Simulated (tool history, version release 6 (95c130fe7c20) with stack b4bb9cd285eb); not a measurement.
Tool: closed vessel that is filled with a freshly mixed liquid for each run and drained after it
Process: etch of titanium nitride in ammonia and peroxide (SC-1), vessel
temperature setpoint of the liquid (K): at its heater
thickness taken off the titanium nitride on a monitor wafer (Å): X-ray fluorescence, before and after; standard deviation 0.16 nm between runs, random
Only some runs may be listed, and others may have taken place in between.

run	day	temperature setpoint of the liquid (K)	parts of water to one part of 30 % peroxide (parts by volume)	parts of 29 % ammonia solution to one part of 30 % peroxide (parts by volume)	time in the liquid (s)	thickness taken off the titanium nitride on a monitor wafer (Å)
1	0.000	324.15	6.5	0.95	740	477.39
2	0.362	321.15	6.5	0.95	740	389.89
3	0.408	321.15	6.5	0.95	740	382.82
4	0.458	319.15	6.5	0.95	740	335.46
5	0.733	319.15	6.5	0.65	740	316.08
# day 0.971: new drum of ammonia solution connected
6	0.971	319.15	6.5	0.65	740	320.46
7	1.283	317.65	6.5	0.65	740	287.03
8	1.504	316.65	6.5	0.65	740	269.35
9	1.700	316.15	6.5	0.65	740	257.77

What does the tool deliver on the next run?
10	1.946	315.65	6.5	0.65	740	?

{"run 10": {"thickness taken off the titanium nitride on a monitor wafer (Å)": 248.98}}
